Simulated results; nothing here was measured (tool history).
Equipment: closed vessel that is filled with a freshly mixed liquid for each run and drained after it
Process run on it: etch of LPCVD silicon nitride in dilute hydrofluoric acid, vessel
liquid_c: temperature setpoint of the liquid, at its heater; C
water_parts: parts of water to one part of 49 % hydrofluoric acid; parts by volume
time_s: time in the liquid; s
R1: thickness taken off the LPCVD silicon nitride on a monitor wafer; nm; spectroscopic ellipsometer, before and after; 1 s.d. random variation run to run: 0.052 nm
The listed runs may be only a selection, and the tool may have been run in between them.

{"run": 1, "hour": 0.0, "liquid_c": 24.0, "water_parts": 135, "time_s": 3120, "R1": 10.447}
{"run": 2, "hour": 7.8, "liquid_c": 22.0, "water_parts": 140, "time_s": 3120, "R1": 8.7369}
{"run": 3, "hour": 12.5, "liquid_c": 22.0, "water_parts": 140, "time_s": 3120, "R1": 8.8}
{"run": 4, "hour": 19.7, "liquid_c": 20.5, "water_parts": 140, "time_s": 3120, "R1": 8.0329}
{"run": 5, "hour": 23.6, "liquid_c": 20.5, "water_parts": 140, "time_s": 3325, "R1": 8.4659}
{"run": 6, "hour": 24.3, "liquid_c": 19.5, "water_parts": 140, "time_s": 3325, "R1": 7.9633}

Run 7 has not been measured yet. What should we expect?
{"run": 7, "hour": 28.7, "liquid_c": 19.0, "water_parts": 140, "time_s": 3325, "R1": "?"}

{"run 7": {"R1": 7.5995}}
